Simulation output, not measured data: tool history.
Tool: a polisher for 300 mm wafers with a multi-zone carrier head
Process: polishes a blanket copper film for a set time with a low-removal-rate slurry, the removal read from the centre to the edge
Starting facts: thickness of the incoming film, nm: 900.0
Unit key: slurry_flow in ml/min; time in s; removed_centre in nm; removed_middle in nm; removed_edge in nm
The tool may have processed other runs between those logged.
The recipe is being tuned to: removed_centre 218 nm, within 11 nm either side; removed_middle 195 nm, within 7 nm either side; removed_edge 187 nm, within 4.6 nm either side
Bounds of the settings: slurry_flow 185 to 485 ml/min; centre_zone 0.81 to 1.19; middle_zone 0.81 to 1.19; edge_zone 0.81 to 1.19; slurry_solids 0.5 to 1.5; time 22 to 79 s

run	hour	slurry_flow	centre_zone	middle_zone	edge_zone	slurry_solids	time	removed_centre	removed_middle	removed_edge
1	0	310	1	1	1	1	50	156.61	159.97	156.03
2	0.8	320	1.04	1.01	1.02	1.1	50	168.22	168.74	159.94
3	4.5	325	1.06	1	1.04	1.15	50	173.04	168.14	165.08
4	10.6	325	1.06	1	1.04	1.05	50	167.37	162.98	161.5
5	16.6	325	1.06	0.94	1.04	1.05	50	172.89	157.67	161.67
6	19.1	325	1.06	0.94	1.04	1.05	56	187.89	178.12	180.44
7	25.4	330	1.08	0.95	1.04	1.05	56	194.74	179.29	178.88
8	30.8	335	1.09	0.96	1.05	1.05	56	194.27	182.2	182.53
9	32.3	345	1.11	0.97	1.05	1.05	56	203.77	175.92	182.91
10	40	340	1.11	0.99	1.04	1.1	56	201.77	187.21	185.03
11	41.7	345	1.12	1	1.03	1.1	56	200.4	187.88	184.11

Consider the 5 candidate settings below. Which is the only one whose results all fall within their allowed miss of target?
A	43.4	365	1.17	0.91	1.08	1.05	57	?	?	?
B	43.4	370	1.19	0.96	0.89	1.05	65	?	?	?
C	43.4	290	1.09	1.02	0.99	1.2	55	?	?	?
D	43.4	300	1.15	1.01	0.99	1.15	58	?	?	?
E	43.4	300	1.09	1.02	1	1.2	61	?	?	?

move	removed_centre	removed_middle	removed_edge
A	213.26	178.11	188.54
B	247.48	211.07	196.04
C	196.35	190.42	178.65
D	215.83	197.42	186.48
E	218.45	211.79	199.53
A: puts the biggest miss on target and leaves a different result outside tolerance
B: takes the result that was furthest off past its target
C: misses by more than the last run did
D: in spec on every target
E: puts the biggest miss on target and leaves a different result outside tolerance
D is the move that brings every result within its allowed miss.
